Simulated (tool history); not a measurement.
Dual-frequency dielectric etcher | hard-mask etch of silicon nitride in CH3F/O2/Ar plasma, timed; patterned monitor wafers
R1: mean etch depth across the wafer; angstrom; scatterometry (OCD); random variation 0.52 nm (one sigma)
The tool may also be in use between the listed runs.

{"run": 1, "hour": 0.0, "source power (kW)": 0.45, "bias power (kW)": 0.058, "etch time (s)": 126.5, "R1": 914.91}
{"run": 2, "hour": 8.6, "source power (kW)": 0.52, "bias power (kW)": 0.058, "etch time (s)": 126.5, "R1": 975.52}
{"run": 3, "hour": 13.1, "source power (kW)": 0.48, "bias power (kW)": 0.057, "etch time (s)": 126.0, "R1": 929.95}
{"run": 4, "hour": 14.2, "source power (kW)": 0.48, "bias power (kW)": 0.057, "etch time (s)": 116.0, "R1": 860.0}
{"run": 5, "hour": 21.2, "source power (kW)": 0.48, "bias power (kW)": 0.057, "etch time (s)": 126.5, "R1": 933.09}
{"run": 6, "hour": 21.9, "source power (kW)": 0.45, "bias power (kW)": 0.056, "etch time (s)": 126.5, "R1": 894.36}
{"run": 7, "hour": 29.0, "source power (kW)": 0.43, "bias power (kW)": 0.055, "etch time (s)": 126.5, "R1": 882.66}
{"run": 8, "hour": 33.9, "source power (kW)": 0.34, "bias power (kW)": 0.049, "etch time (s)": 125.0, "R1": 725.84}

The next listed run, before its measurement:
{"run": 9, "hour": 37.2, "source power (kW)": 0.34, "bias power (kW)": 0.049, "etch time (s)": 125.0, "R1": "?"}

R1: 730.78 angstrom
